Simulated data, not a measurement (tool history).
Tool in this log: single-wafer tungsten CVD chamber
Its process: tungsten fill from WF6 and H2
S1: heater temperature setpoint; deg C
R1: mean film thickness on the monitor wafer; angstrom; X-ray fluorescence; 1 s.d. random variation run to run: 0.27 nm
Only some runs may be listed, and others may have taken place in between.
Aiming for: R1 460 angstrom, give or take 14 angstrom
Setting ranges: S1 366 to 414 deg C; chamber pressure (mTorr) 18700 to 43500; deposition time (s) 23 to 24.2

run 1 hour=0 | S1=390 chamber_pressure_(mTorr)=31100 deposition_time_(s)=24.2 | R1=621.15
run 2 hour=2.1 | S1=386 chamber_pressure_(mTorr)=30900 deposition_time_(s)=24.2 | R1=567.98
run 3 hour=5.5 | S1=386 chamber_pressure_(mTorr)=28700 deposition_time_(s)=24.2 | R1=551.88
run 4 hour=11.1 | S1=395 chamber_pressure_(mTorr)=28700 deposition_time_(s)=24.2 | R1=670.41
run 5 hour=19.5 | S1=387 chamber_pressure_(mTorr)=28700 deposition_time_(s)=24.2 | R1=566.99
run 6 hour=28.2 | S1=387 chamber_pressure_(mTorr)=32900 deposition_time_(s)=24.2 | R1=594.69
run 7 hour=34.9 | S1=384 chamber_pressure_(mTorr)=32700 deposition_time_(s)=24.2 | R1=552.8
run 8 hour=40.5 | S1=382 chamber_pressure_(mTorr)=32600 deposition_time_(s)=24.2 | R1=528.11
run 9 hour=42.3 | S1=380 chamber_pressure_(mTorr)=32500 deposition_time_(s)=24.2 | R1=513.38
run 10 hour=43.9 | S1=373 chamber_pressure_(mTorr)=32100 deposition_time_(s)=24.2 | R1=428.61
run 11 hour=51.9 | S1=373 chamber_pressure_(mTorr)=32100 deposition_time_(s)=24.2 | R1=432.78
run 12 hour=57.3 | S1=374 chamber_pressure_(mTorr)=32100 deposition_time_(s)=24.2 | R1=438.79

Below are 4 possible settings for the next run. Only one of them brings all results inside the allowed miss of their targets. Which is it?
run A hour=62.7 | S1=380 chamber_pressure_(mTorr)=29000 deposition_time_(s)=23.8 | R1=?
run B hour=62.7 | S1=381 chamber_pressure_(mTorr)=25900 deposition_time_(s)=24.2 | R1=?
run C hour=62.7 | S1=380 chamber_pressure_(mTorr)=27600 deposition_time_(s)=23.3 | R1=?
run D hour=62.7 | S1=377 chamber_pressure_(mTorr)=34800 deposition_time_(s)=24.2 | R1=?

move=A R1=481.16
move=B R1=482.05
move=C R1=463.31
move=D R1=486.54
A: moves the result that the last run missed by most past its target, out the other side
B: moves the result that the last run missed by most past its target, out the other side
C: meets every target
D: moves the result that the last run missed by most past its target, out the other side
The move that meets every target is C.
